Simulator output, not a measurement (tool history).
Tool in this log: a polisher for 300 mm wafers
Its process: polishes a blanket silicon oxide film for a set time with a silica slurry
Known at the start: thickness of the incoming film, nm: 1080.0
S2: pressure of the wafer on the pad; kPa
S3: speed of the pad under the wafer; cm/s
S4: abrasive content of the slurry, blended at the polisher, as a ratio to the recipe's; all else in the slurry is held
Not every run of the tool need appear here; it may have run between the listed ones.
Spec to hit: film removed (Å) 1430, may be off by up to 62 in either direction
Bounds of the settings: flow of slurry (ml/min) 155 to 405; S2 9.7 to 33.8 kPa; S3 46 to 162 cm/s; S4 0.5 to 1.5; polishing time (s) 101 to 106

run 1 hour=0 | flow_of_slurry_(ml/min)=260 S2=21.4 S3=104 S4=1 polishing_time_(s)=101 | film_removed_(Å)=1881.3
run 2 hour=5.1 | flow_of_slurry_(ml/min)=260 S2=20 S3=104 S4=1 polishing_time_(s)=101 | film_removed_(Å)=1811.7
run 3 hour=9.5 | flow_of_slurry_(ml/min)=220 S2=20 S3=104 S4=1 polishing_time_(s)=101 | film_removed_(Å)=1763
run 4 hour=13.8 | flow_of_slurry_(ml/min)=220 S2=20 S3=104 S4=1 polishing_time_(s)=106 | film_removed_(Å)=1867.8
run 5 hour=21.5 | flow_of_slurry_(ml/min)=220 S2=20 S3=84 S4=1 polishing_time_(s)=106 | film_removed_(Å)=1563.1
run 6 hour=29.9 | flow_of_slurry_(ml/min)=220 S2=25.5 S3=84 S4=1 polishing_time_(s)=106 | film_removed_(Å)=1914.1
run 7 hour=34.8 | flow_of_slurry_(ml/min)=220 S2=24.1 S3=84 S4=1 polishing_time_(s)=106 | film_removed_(Å)=1839.9
run 8 hour=36.3 | flow_of_slurry_(ml/min)=220 S2=22.8 S3=84 S4=1 polishing_time_(s)=106 | film_removed_(Å)=1735.8
run 9 hour=36.9 | flow_of_slurry_(ml/min)=220 S2=22.1 S3=84 S4=1 polishing_time_(s)=106 | film_removed_(Å)=1733.5
run 10 hour=38.9 | flow_of_slurry_(ml/min)=220 S2=21.4 S3=84 S4=1 polishing_time_(s)=106 | film_removed_(Å)=1624.9
run 11 hour=44 | flow_of_slurry_(ml/min)=220 S2=20.7 S3=84 S4=1 polishing_time_(s)=106 | film_removed_(Å)=1594
run 12 hour=52.6 | flow_of_slurry_(ml/min)=220 S2=20 S3=84 S4=1 polishing_time_(s)=106 | film_removed_(Å)=1527
run 13 hour=60.8 | flow_of_slurry_(ml/min)=220 S2=19.3 S3=84 S4=1 polishing_time_(s)=106 | film_removed_(Å)=1512.6

Pick the move, out of 5, that brings all results within their allowed miss; only one does.
run A hour=69 | flow_of_slurry_(ml/min)=205 S2=18.6 S3=100 S4=1 polishing_time_(s)=101 | film_removed_(Å)=?
run B hour=69 | flow_of_slurry_(ml/min)=215 S2=20.7 S3=82 S4=1 polishing_time_(s)=106 | film_removed_(Å)=?
run C hour=69 | flow_of_slurry_(ml/min)=260 S2=17.9 S3=80 S4=1.05 polishing_time_(s)=106 | film_removed_(Å)=?
run D hour=69 | flow_of_slurry_(ml/min)=220 S2=18.6 S3=94 S4=1 polishing_time_(s)=104 | film_removed_(Å)=?
run E hour=69 | flow_of_slurry_(ml/min)=235 S2=19.3 S3=86 S4=1.1 polishing_time_(s)=106 | film_removed_(Å)=?

move=A film_removed_(Å)=1599.5
move=B film_removed_(Å)=1584.1
move=C film_removed_(Å)=1424.4
move=D film_removed_(Å)=1582.1
move=E film_removed_(Å)=1622.9
A: the biggest miss grows against the last run
B: the biggest miss grows against the last run
C: hits every target within its allowed miss
D: the biggest miss grows against the last run
E: the biggest miss grows against the last run
The move that meets every target is C.

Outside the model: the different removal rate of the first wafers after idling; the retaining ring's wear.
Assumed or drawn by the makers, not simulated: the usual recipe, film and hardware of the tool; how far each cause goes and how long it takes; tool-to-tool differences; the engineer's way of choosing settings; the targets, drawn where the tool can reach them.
